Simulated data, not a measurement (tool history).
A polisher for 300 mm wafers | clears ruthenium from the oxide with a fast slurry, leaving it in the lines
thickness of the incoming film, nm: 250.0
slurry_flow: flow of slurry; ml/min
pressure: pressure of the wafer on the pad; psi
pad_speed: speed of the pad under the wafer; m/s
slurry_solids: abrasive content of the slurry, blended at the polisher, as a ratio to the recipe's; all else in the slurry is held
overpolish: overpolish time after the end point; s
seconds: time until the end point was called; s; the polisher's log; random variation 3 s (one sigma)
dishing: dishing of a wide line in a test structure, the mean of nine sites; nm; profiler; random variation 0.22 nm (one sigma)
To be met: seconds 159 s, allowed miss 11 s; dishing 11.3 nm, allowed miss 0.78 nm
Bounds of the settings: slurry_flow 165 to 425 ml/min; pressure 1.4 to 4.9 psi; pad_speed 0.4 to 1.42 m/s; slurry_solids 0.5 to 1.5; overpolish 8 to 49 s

| run | hour | slurry_flow | pressure | pad_speed | slurry_solids | overpolish | seconds | dishing |
|---|---|---|---|---|---|---|---|---|
| 1 | 0 | 275 | 3.1 | 0.9 | 1 | 25 | 62.655 | 66.226 |
| 2 | 5.2 | 210 | 3.1 | 0.9 | 1 | 25 | 64.167 | 61.658 |
| 3 | 9.1 | 200 | 2.8 | 0.8 | 0.95 | 22 | 81.107 | 48.906 |
| 4 | 13.2 | 200 | 2.8 | 0.8 | 0.95 | 13 | 82.686 | 32.021 |
| 5 | 14.2 | 200 | 3.4 | 0.8 | 0.95 | 13 | 67.008 | 36.408 |
| 6 | 22.4 | 195 | 3.2 | 0.72 | 0.85 | 12 | 83.98 | 29.125 |
| 7 | 23.6 | 165 | 2.5 | 0.46 | 0.6 | 8 | 202.75 | 8.9368 |
| 8 | 29.2 | 175 | 2.7 | 0.46 | 0.6 | 8 | 189.75 | 9.5804 |
| 9 | 32.5 | 175 | 2.7 | 0.46 | 0.6 | 8 | 184.08 | 9.9255 |
| 10 | 36.6 | 180 | 2.8 | 0.46 | 0.6 | 8 | 178.58 | 10.046 |
| 11 | 44.7 | 180 | 2.9 | 0.46 | 0.6 | 8 | 176.67 | 10.11 |

Which of these 4 next moves meets every target?
| A | 52.8 | 170 | 3 | 0.44 | 0.55 | 8 | ? | ? |
| B | 52.8 | 165 | 1.6 | 0.62 | 0.75 | 8 | ? | ? |
| C | 52.8 | 165 | 3.2 | 0.58 | 0.5 | 8 | ? | ? |
| D | 52.8 | 170 | 1.9 | 0.84 | 0.55 | 8 | ? | ? |

| move | seconds | dishing |
|---|---|---|
| A | 185.93 | 9.1096 |
| B | 199.74 | 8.5058 |
| C | 157.32 | 10.681 |
| D | 172.08 | 9.8081 |
A: further off than the last run
B: further off than the last run
C: meets every target
D: further off than the last run
Answer: C

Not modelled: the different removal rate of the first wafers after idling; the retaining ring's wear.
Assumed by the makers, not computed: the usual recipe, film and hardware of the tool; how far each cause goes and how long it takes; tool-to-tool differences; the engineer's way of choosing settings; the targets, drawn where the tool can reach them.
